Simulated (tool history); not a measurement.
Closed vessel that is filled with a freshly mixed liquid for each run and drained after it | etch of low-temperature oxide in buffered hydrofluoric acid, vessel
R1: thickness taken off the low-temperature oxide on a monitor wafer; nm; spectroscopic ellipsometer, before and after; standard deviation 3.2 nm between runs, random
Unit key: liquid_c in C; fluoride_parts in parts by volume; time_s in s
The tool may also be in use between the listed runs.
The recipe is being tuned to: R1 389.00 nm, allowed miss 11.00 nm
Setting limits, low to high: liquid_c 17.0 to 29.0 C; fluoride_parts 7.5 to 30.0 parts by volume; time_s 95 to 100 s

run 1 hour=0.0 | liquid_c=21.0 fluoride_parts=20.5 time_s=95 | R1=255.06
run 2 hour=7.2 | liquid_c=21.0 fluoride_parts=24.5 time_s=95 | R1=227.33
run 3 hour=14.5 | liquid_c=21.0 fluoride_parts=24.5 time_s=95 | R1=227.01
run 4 hour=16.7 | liquid_c=23.5 fluoride_parts=23.5 time_s=95 | R1=267.03
run 5 hour=18.3 | liquid_c=25.5 fluoride_parts=22.5 time_s=95 | R1=311.12
run 6 hour=27.1 | liquid_c=26.5 fluoride_parts=22.0 time_s=95 | R1=327.81
run 7 hour=34.5 | liquid_c=27.5 fluoride_parts=21.5 time_s=95 | R1=351.61
run 8 hour=38.6 | liquid_c=28.0 fluoride_parts=21.0 time_s=95 | R1=373.80

Exercise: of the 5 proposed moves below, exactly one satisfies all targets within the stated allowed misses. Which move is it?
run A hour=42.7 | liquid_c=29.0 fluoride_parts=23.5 time_s=95 | R1=?
run B hour=42.7 | liquid_c=28.0 fluoride_parts=19.5 time_s=95 | R1=?
run C hour=42.7 | liquid_c=28.0 fluoride_parts=18.0 time_s=95 | R1=?
run D hour=42.7 | liquid_c=28.0 fluoride_parts=21.5 time_s=95 | R1=?
run E hour=42.7 | liquid_c=28.0 fluoride_parts=19.0 time_s=100 | R1=?

move=A R1=362.16
move=B R1=393.12
move=C R1=425.33
move=D R1=364.91
move=E R1=424.52
A: further off than the last run
B: all results in spec
C: carries the result that was furthest off beyond its target, to the other side
D: further off than the last run
E: carries the result that was furthest off beyond its target, to the other side
Correct choice: B, which meets every target

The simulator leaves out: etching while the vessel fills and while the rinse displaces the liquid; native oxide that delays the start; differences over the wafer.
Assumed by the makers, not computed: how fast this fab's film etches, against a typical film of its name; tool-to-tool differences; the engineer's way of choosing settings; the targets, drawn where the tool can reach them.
